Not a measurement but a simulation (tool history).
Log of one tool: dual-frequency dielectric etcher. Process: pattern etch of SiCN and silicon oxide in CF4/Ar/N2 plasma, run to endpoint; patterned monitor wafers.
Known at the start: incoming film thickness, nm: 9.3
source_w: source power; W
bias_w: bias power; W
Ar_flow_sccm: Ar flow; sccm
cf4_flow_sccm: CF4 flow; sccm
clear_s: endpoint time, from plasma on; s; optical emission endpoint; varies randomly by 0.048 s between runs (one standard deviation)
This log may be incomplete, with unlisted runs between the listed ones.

run  hour  source_w  bias_w  Ar_flow_sccm  cf4_flow_sccm  clear_s
  1     0       510      85           102             63   9.5292
  2   2.5       510      71           102             63   10.202
  3  11.4       510      61           102             63   10.864
  4  18.7       540      61           102             63   10.223
  5  23.2       450      61           102             63   12.344
  6  27.5       460      61           102             63   12.138

For run 7, what comes out?
  7  35.1       470      61           102             63        ?

{"run 7": {"clear_s": 11.824}}
